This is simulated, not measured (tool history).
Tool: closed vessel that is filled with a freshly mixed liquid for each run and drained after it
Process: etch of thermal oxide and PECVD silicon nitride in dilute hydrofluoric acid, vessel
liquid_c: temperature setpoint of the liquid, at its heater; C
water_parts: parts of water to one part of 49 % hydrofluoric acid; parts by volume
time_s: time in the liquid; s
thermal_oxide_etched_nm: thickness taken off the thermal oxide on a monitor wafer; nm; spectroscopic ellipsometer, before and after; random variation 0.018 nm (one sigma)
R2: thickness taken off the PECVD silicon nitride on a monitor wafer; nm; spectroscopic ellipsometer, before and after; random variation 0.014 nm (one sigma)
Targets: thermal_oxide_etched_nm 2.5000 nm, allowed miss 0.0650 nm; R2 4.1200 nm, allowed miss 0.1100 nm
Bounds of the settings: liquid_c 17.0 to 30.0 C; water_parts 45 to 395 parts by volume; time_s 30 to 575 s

run 1 hour=0.0 | liquid_c=22.0 water_parts=220 time_s=295 | thermal_oxide_etched_nm=5.3135 R2=6.9046
run 2 hour=8.6 | liquid_c=22.0 water_parts=160 time_s=295 | thermal_oxide_etched_nm=7.7077 R2=9.4123
run 3 hour=11.3 | liquid_c=19.0 water_parts=160 time_s=295 | thermal_oxide_etched_nm=6.9006 R2=7.7220
run 4 hour=17.8 | liquid_c=20.0 water_parts=200 time_s=300 | thermal_oxide_etched_nm=5.5612 R2=6.7020
run 5 hour=22.4 | liquid_c=20.0 water_parts=160 time_s=300 | thermal_oxide_etched_nm=7.2779 R2=8.3832
run 6 hour=27.7 | liquid_c=20.5 water_parts=195 time_s=305 | thermal_oxide_etched_nm=5.9664 R2=7.2861
run 7 hour=32.6 | liquid_c=21.0 water_parts=225 time_s=315 | thermal_oxide_etched_nm=5.2682 R2=6.7815
run 8 hour=34.2 | liquid_c=21.5 water_parts=250 time_s=325 | thermal_oxide_etched_nm=4.8731 R2=6.4672
run 9 hour=39.5 | liquid_c=21.5 water_parts=250 time_s=325 | thermal_oxide_etched_nm=4.8675 R2=6.4739
run 10 hour=46.5 | liquid_c=22.0 water_parts=275 time_s=330 | thermal_oxide_etched_nm=4.4828 R2=6.2066
run 11 hour=47.9 | liquid_c=23.5 water_parts=365 time_s=330 | thermal_oxide_etched_nm=3.2415 R2=5.1592

5 next moves are on the table. One of them brings every result within its allowed miss. Which?
run A hour=49.3 | liquid_c=21.0 water_parts=350 time_s=280 | thermal_oxide_etched_nm=? R2=?
run B hour=49.3 | liquid_c=22.0 water_parts=320 time_s=360 | thermal_oxide_etched_nm=? R2=?
run C hour=49.3 | liquid_c=24.5 water_parts=395 time_s=290 | thermal_oxide_etched_nm=? R2=?
run D hour=49.3 | liquid_c=27.5 water_parts=355 time_s=360 | thermal_oxide_etched_nm=? R2=?
run E hour=49.3 | liquid_c=25.0 water_parts=370 time_s=245 | thermal_oxide_etched_nm=? R2=?

move=A thermal_oxide_etched_nm=2.6810 R2=3.9000
move=B thermal_oxide_etched_nm=4.0114 R2=5.8212
move=C thermal_oxide_etched_nm=2.6614 R2=4.4314
move=D thermal_oxide_etched_nm=4.2083 R2=7.2951
move=E thermal_oxide_etched_nm=2.4969 R2=4.1152
A: nearer than the last run, and not there yet
B: further off than the last run
C: nearer than the last run, and not there yet
D: further off than the last run
E: meets every target
Answer: E

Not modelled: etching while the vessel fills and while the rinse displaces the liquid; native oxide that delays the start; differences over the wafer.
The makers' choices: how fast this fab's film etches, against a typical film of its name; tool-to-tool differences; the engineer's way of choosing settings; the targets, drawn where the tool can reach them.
